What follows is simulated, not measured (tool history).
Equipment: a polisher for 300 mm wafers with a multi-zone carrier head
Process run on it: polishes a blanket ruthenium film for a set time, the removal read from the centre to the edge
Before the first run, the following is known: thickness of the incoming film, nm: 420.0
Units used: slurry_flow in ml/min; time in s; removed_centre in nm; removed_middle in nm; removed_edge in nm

run	hour	slurry_flow	centre_zone	middle_zone	edge_zone	time	removed_centre	removed_middle	removed_edge
1	0	190	1	1	1	52	63.36	64.896	65.839
2	7.5	185	0.99	1.01	0.98	52	64.957	64.316	65.051
3	15	185	0.97	1.03	0.98	51	59.359	64.924	64.376
4	20.4	185	0.97	1.03	0.98	43	51.328	54.737	54.243
5	25.7	185	0.97	1.03	1.04	43	51.813	53.903	55.132
6	30.1	190	0.97	1.04	1.04	43	51.9	54.561	54.022
7	36.6	195	0.96	1.05	1.04	43	51.586	56.492	55.344
8	37.8	200	0.96	1.05	1.04	43	51.77	56.558	54.727
9	40.8	205	0.96	1.05	1.04	43	53.109	56.627	54.765
10	42.6	205	0.95	1.06	1.04	43	51.589	57.349	54.937
11	48.5	210	0.95	1.06	1.04	43	51.501	56.772	55.219
12	51.3	215	0.95	1.07	1.04	43	51.207	56.993	55.619

Predict the results of run 13:
13	53.6	215	0.95	1.08	1.04	43	?	?	?

{"run 13": {"removed_centre": 51.752, "removed_middle": 59.24, "removed_edge": 57.25}}

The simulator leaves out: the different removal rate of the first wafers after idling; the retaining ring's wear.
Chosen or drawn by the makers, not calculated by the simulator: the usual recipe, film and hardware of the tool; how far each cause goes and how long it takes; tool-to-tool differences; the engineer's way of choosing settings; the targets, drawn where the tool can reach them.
